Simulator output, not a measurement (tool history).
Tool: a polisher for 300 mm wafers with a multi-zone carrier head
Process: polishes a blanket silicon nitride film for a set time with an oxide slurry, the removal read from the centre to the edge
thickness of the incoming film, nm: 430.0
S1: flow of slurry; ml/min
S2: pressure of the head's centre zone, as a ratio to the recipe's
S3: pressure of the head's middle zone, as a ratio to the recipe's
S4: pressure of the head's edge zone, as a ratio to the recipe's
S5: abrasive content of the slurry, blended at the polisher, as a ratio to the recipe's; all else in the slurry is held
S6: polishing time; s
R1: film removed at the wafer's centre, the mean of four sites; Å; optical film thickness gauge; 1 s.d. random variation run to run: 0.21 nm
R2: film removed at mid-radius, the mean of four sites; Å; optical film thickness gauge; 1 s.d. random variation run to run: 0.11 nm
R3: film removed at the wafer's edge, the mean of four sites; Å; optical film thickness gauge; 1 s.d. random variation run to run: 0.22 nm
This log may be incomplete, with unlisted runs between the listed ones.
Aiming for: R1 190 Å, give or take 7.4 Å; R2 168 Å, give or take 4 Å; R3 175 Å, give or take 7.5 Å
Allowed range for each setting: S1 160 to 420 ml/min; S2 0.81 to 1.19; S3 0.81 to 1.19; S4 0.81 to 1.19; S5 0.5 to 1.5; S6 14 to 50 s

run,hour,S1,S2,S3,S4,S5,S6,R1,R2,R3
1,0,270,1,1,1,1,32,195.15,190.91,186.22
2,5.9,270,1.07,1,1,1,32,201.96,192.74,193.92
3,14.8,270,1.15,1,1,1,32,218.71,191.09,193.42
4,19.8,270,1.15,1.07,1,1,32,215.06,201.55,193.82
5,23.6,270,1.15,1.02,1,1,32,216.35,195.9,189.5
6,31.4,270,1.15,1.02,1,1,24,159.37,145.84,140.42
7,38.2,285,1.16,1.02,1.05,1.1,24,167.11,154.84,152.21
8,41.4,295,1.17,1,1.07,1.15,24,178.89,154.16,156.79
9,46.1,300,1.17,1.01,1.1,1.2,24,181.6,159.35,162.9
10,54.1,310,1.17,1.02,1.12,1.2,24,179.71,162.88,169.4
11,58.1,320,1.18,1.02,1.12,1.2,24,180.52,161.29,169.94

Which single option among these 5 for the next run brings every result within its allowed miss of target? Just one does.
A,62.1,320,1.18,0.95,1.11,1.05,26,?,?,?
B,62.1,325,1.16,0.98,1.19,1.1,25,?,?,?
C,62.1,245,1.13,1.09,1.19,0.9,27,?,?,?
D,62.1,295,1.1,1.08,1,1.45,22,?,?,?
E,62.1,290,1.11,0.97,1.05,1.3,25,?,?,?

move,R1,R2,R3
A,185.3,154.91,170.87
B,180.4,156.74,174.49
C,165.71,161.15,164.92
D,170.69,167.68,157.55
E,186.16,166,175.3
A: misses by more than the last run did
B: misses by more than the last run did
C: misses by more than the last run did
D: meets the target for the result that was furthest off, but another lies outside its allowed miss
E: in spec on every target
E meets every target.
